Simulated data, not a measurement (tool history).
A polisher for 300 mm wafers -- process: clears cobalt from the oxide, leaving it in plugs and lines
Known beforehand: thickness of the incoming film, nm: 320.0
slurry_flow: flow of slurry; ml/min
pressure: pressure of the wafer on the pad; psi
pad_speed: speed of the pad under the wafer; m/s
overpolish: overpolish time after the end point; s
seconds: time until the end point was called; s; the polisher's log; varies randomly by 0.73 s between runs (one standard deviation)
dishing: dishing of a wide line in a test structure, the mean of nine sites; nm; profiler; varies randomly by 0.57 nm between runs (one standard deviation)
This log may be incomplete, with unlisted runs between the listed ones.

run	hour	slurry_flow	pressure	pad_speed	overpolish	seconds	dishing
1	0.0	275	1.4	0.88	25	132.18	46.160
2	6.0	275	1.5	0.88	22	123.37	42.786
3	7.6	275	1.5	0.88	17	121.98	36.605
4	13.2	275	1.5	0.68	17	158.67	29.251
5	18.5	275	1.4	0.68	17	167.04	27.606
6	22.8	275	1.4	0.82	17	138.85	31.472
7	26.2	295	1.4	0.88	15	129.91	31.445
# hour 33.8: slurry nozzle cleaned
8	33.8	320	1.5	0.88	14	115.89	33.217
9	34.6	340	1.5	0.88	13	115.99	30.154

Run 10 has not been measured yet. What should we expect?
10	43.2	355	1.6	0.88	12	?	?

{"run 10": {"seconds": 109.18, "dishing": 29.814}}
